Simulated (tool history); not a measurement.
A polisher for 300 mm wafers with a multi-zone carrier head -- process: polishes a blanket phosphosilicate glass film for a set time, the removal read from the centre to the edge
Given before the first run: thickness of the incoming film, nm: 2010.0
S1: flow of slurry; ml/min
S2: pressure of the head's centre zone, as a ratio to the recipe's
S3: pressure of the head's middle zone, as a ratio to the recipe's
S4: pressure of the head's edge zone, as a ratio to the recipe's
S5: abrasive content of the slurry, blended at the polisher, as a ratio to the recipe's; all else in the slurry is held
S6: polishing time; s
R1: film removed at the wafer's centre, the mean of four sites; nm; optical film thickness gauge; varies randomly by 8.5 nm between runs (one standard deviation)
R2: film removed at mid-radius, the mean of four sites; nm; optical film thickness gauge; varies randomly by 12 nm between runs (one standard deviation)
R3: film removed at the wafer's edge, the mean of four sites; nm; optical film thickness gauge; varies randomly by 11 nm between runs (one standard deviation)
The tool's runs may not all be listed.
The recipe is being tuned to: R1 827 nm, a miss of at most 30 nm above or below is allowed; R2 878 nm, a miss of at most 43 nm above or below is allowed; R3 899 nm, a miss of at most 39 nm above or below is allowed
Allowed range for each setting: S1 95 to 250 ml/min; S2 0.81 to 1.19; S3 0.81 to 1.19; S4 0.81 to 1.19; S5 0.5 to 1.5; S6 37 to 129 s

run,day,S1,S2,S3,S4,S5,S6,R1,R2,R3
1,0,160,1,1,1,1,83,580.75,578.15,569.25
2,0.279,165,0.99,1.01,1.04,1.15,87,631.46,645.46,642.84
3,0.312,165,0.91,1.01,1.04,1.15,87,578.3,645.23,668.29
4,0.638,170,0.93,1.01,1.06,1.25,90,620.23,702.58,695.33
5,1.004,165,0.94,0.98,1.07,1.3,96,689.31,714.95,765.2
6,1.204,170,0.95,0.99,1.08,1.35,98,720.39,743.44,796.37
7,1.567,175,0.96,1.01,1.09,1.4,100,741.36,793.47,829.85
8,1.596,180,0.97,1.02,1.09,1.45,101,784.38,826.19,840.17
9,1.908,185,0.97,1.02,1.1,1.45,102,783.99,840.45,866.37

4 next moves are on the table. One of them brings every result within its allowed miss. Which?
A,2.221,190,0.96,1.08,1.09,1.5,97,?,?,?
B,2.221,190,0.93,0.96,1.02,1.4,112,?,?,?
C,2.221,225,0.88,1.03,1.14,1.35,116,?,?,?
D,2.221,165,1.04,1.14,1.04,1.5,111,?,?,?

move,R1,R2,R3
A,758,836.81,817.64
B,829.55,856.79,896.22
C,824.21,952.17,985.7
D,918.83,982,899.5
A: misses by more than the last run did
B: meets every target
C: meets the target for the result that was furthest off, but another lies outside its allowed miss
D: carries the result that was furthest off beyond its target, to the other side
Correct choice: B, which meets every target

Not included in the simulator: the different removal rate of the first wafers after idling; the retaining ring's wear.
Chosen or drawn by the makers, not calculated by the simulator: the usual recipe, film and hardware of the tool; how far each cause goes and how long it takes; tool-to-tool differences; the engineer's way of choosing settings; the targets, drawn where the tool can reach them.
